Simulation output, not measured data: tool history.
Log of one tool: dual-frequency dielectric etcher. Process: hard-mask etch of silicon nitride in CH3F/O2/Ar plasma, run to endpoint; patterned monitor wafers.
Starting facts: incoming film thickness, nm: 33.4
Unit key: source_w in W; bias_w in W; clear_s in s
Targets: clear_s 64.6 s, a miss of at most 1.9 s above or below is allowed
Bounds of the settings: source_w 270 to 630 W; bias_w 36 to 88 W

run 1 hour=0 | source_w=450 bias_w=62 | clear_s=50.869
run 2 hour=7.2 | source_w=450 bias_w=72 | clear_s=47.188
run 3 hour=11.7 | source_w=390 bias_w=72 | clear_s=52.055
run 4 hour=19.1 | source_w=430 bias_w=72 | clear_s=48.495
run 5 hour=26.5 | source_w=380 bias_w=69 | clear_s=53.717
run 6 hour=34 | source_w=380 bias_w=73 | clear_s=52.087
run 7 hour=35.7 | source_w=340 bias_w=70 | clear_s=56.576
run 8 hour=36.3 | source_w=320 bias_w=68 | clear_s=60.734

Of the 5 settings listed for the next run, only one would bring every result within its allowed miss of target. Which one?
run A hour=36.9 | source_w=280 bias_w=68 | clear_s=?
run B hour=36.9 | source_w=300 bias_w=59 | clear_s=?
run C hour=36.9 | source_w=300 bias_w=58 | clear_s=?
run D hour=36.9 | source_w=300 bias_w=67 | clear_s=?
run E hour=36.9 | source_w=270 bias_w=71 | clear_s=?

move=A clear_s=68.699
move=B clear_s=69.882
move=C clear_s=70.562
move=D clear_s=65.109
move=E clear_s=69.475
A: takes the biggest miss from the last run beyond its target
B: takes the biggest miss from the last run beyond its target
C: takes the biggest miss from the last run beyond its target
D: each result inside its tolerance
E: takes the biggest miss from the last run beyond its target
D meets every target.
